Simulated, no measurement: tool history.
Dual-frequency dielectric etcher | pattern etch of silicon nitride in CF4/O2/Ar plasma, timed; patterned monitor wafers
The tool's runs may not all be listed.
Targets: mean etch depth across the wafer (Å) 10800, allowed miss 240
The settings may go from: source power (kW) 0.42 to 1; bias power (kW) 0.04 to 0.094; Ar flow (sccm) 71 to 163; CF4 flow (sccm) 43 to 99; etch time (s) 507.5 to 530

run	hour	source power (kW)	bias power (kW)	Ar flow (sccm)	CF4 flow (sccm)	etch time (s)	mean etch depth across the wafer (Å)
1	0	0.71	0.067	117	71	507.5	12620
2	5.5	0.63	0.067	117	71	507.5	11558
3	13.8	0.63	0.074	117	71	507.5	12234
4	21.7	0.61	0.074	117	71	507.5	11686
5	23.9	0.6	0.074	117	71	507.5	11612
6	25.5	0.6	0.074	99	71	507.5	11907
7	27.3	0.59	0.074	99	71	507.5	11670
8	33	0.58	0.074	99	71	507.5	11550
9	34.5	0.57	0.074	99	71	507.5	11454
10	40.9	0.56	0.074	99	71	507.5	11296
11	49.7	0.55	0.074	99	71	507.5	11036

5 next moves are on the table. One of them brings every result within its allowed miss. Which?
A	58.5	0.5	0.089	124	72	527	?
B	58.5	0.52	0.075	85	74	530	?
C	58.5	0.57	0.077	106	68	507.5	?
D	58.5	0.48	0.078	100	67	529.5	?
E	58.5	0.57	0.075	97	70	508	?

move	mean etch depth across the wafer (Å)
A	11460
B	11315
C	11392
D	10641
E	11386
A: further off than the last run
B: further off than the last run
C: further off than the last run
D: meets every target
E: further off than the last run
Answer: D

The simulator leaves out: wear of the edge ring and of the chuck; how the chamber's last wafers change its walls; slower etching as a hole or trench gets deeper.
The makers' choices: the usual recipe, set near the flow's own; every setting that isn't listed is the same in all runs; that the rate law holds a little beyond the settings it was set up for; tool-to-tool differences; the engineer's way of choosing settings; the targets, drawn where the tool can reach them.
